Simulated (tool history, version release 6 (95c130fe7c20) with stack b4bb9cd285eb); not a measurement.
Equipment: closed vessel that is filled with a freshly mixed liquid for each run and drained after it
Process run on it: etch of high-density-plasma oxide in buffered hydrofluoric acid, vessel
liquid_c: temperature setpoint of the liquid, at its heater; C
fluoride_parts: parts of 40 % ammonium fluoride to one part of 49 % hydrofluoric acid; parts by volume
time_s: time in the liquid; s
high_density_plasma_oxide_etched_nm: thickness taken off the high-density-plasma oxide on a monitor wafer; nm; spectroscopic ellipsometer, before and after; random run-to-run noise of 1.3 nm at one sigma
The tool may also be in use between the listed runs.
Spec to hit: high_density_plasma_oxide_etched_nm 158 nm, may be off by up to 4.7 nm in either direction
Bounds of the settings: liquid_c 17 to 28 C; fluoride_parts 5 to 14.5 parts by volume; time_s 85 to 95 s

| run | hour | liquid_c | fluoride_parts | time_s | high_density_plasma_oxide_etched_nm |
|---|---|---|---|---|---|
| 1 | 0 | 20 | 9 | 85 | 136.12 |
| 2 | 8.6 | 20 | 10.5 | 85 | 123.45 |
| 3 | 12.1 | 17 | 10.5 | 85 | 104.34 |
| 4 | 20.8 | 17 | 10.5 | 95 | 116.26 |
| 5 | 28.8 | 17 | 10.5 | 95 | 114.81 |
| 6 | 33.5 | 17.5 | 10.5 | 95 | 119.7 |
|  | 42.1 | thermometer replaced |
| 7 | 42.1 | 17.5 | 10.5 | 95 | 108.41 |
| 8 | 51.2 | 18.5 | 10.5 | 95 | 113.12 |
| 9 | 58.3 | 19.5 | 10.5 | 95 | 120.68 |

5 next moves are on the table. One of them brings every result within its allowed miss. Which?
| A | 65.4 | 21 | 8 | 95 | ? |
| B | 65.4 | 17 | 10 | 85 | ? |
| C | 65.4 | 22 | 8 | 95 | ? |
| D | 65.4 | 19 | 7.5 | 95 | ? |
| E | 65.4 | 21.5 | 8 | 95 | ? |

| move | high_density_plasma_oxide_etched_nm |
|---|---|
| A | 168.7 |
| B | 99.215 |
| C | 178.31 |
| D | 161.76 |
| E | 173.45 |
A: takes the result that was furthest off past its target
B: the biggest miss grows against the last run
C: takes the result that was furthest off past its target
D: hits every target within its allowed miss
E: takes the result that was furthest off past its target
D is the move that brings every result within its allowed miss.
